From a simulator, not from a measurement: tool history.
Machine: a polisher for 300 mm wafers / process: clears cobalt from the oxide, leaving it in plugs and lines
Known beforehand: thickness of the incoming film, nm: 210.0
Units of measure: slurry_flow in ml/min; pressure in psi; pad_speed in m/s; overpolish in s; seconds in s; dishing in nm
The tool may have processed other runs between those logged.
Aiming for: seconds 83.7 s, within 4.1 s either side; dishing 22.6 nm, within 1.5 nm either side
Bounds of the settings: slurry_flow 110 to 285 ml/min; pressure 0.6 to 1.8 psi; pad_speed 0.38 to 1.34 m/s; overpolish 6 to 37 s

run 1 hour=0 | slurry_flow=180 pressure=1.2 pad_speed=0.86 overpolish=19 | seconds=87.021 dishing=29.675
run 2 hour=3.1 | slurry_flow=180 pressure=1.2 pad_speed=0.86 overpolish=24 | seconds=90.6 dishing=35.07
run 3 hour=11.4 | slurry_flow=180 pressure=1.2 pad_speed=1.08 overpolish=24 | seconds=70.156 dishing=38.619
run 4 hour=15.7 | slurry_flow=180 pressure=1.1 pad_speed=1.08 overpolish=21 | seconds=77.798 dishing=33.84
run 5 hour=23.5 | slurry_flow=180 pressure=1.1 pad_speed=1.08 overpolish=18 | seconds=77.676 dishing=31.446
run 6 hour=26.9 | slurry_flow=180 pressure=0.8 pad_speed=1.08 overpolish=18 | seconds=103.42 dishing=25.471
run 7 hour=34.9 | slurry_flow=180 pressure=0.8 pad_speed=1.08 overpolish=16 | seconds=100.83 dishing=24.205
run 8 hour=39.5 | slurry_flow=180 pressure=0.8 pad_speed=1.08 overpolish=15 | seconds=103.04 dishing=23.503
run 9 hour=45.3 | slurry_flow=180 pressure=0.8 pad_speed=1.08 overpolish=15 | seconds=102.27 dishing=23.186
run 10 hour=49.5 | slurry_flow=180 pressure=0.8 pad_speed=1.08 overpolish=14 | seconds=104.04 dishing=22.078
run 11 hour=52.7 | slurry_flow=180 pressure=0.9 pad_speed=1.08 overpolish=13 | seconds=95.356 dishing=22.006

Which of these 4 next moves meets every target?
run A hour=55.9 | slurry_flow=205 pressure=1 pad_speed=0.86 overpolish=15 | seconds=? dishing=?
run B hour=55.9 | slurry_flow=170 pressure=0.6 pad_speed=1.28 overpolish=16 | seconds=? dishing=?
run C hour=55.9 | slurry_flow=225 pressure=0.7 pad_speed=1 overpolish=17 | seconds=? dishing=?
run D hour=55.9 | slurry_flow=160 pressure=1 pad_speed=1.14 overpolish=12 | seconds=? dishing=?

move=A seconds=102.97 dishing=22.525
move=B seconds=112.26 dishing=22.156
move=C seconds=119.93 dishing=22.081
move=D seconds=82.113 dishing=22.539
A: moves away from the targets compared with the last run
B: moves away from the targets compared with the last run
C: moves away from the targets compared with the last run
D: each result inside its tolerance
Go with D: it meets all targets.
